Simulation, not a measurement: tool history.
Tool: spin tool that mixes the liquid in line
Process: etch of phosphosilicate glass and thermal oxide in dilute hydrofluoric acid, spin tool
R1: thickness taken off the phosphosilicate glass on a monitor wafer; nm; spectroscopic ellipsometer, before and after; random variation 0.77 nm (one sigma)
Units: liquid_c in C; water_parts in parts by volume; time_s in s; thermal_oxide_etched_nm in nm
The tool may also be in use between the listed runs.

{"run": 1, "day": 0.0, "liquid_c": 22.0, "water_parts": 160, "time_s": 30, "R1": 30.876, "thermal_oxide_etched_nm": 0.77513}
{"run": 2, "day": 0.058, "liquid_c": 22.0, "water_parts": 195, "time_s": 30, "R1": 24.83, "thermal_oxide_etched_nm": 0.61111}
{"run": 3, "day": 0.338, "liquid_c": 23.5, "water_parts": 170, "time_s": 30, "R1": 30.651, "thermal_oxide_etched_nm": 0.77854}
{"run": 4, "day": 0.362, "liquid_c": 24.5, "water_parts": 150, "time_s": 30, "R1": 36.019, "thermal_oxide_etched_nm": 0.9577}
{"run": 5, "day": 0.712, "liquid_c": 24.5, "water_parts": 130, "time_s": 30, "R1": 43.519, "thermal_oxide_etched_nm": 1.0572}
{"run": 6, "day": 1.062, "liquid_c": 24.5, "water_parts": 155, "time_s": 30, "R1": 35.045, "thermal_oxide_etched_nm": 0.83292}
{"run": 7, "day": 1.417, "liquid_c": 24.5, "water_parts": 135, "time_s": 30, "R1": 41.26, "thermal_oxide_etched_nm": 1.0216}

Forecast run 8:
{"run": 8, "day": 1.792, "liquid_c": 25.5, "water_parts": 125, "time_s": 30, "R1": "?", "thermal_oxide_etched_nm": "?"}

R1: 47.239 nm
thermal_oxide_etched_nm: 1.16340 nm
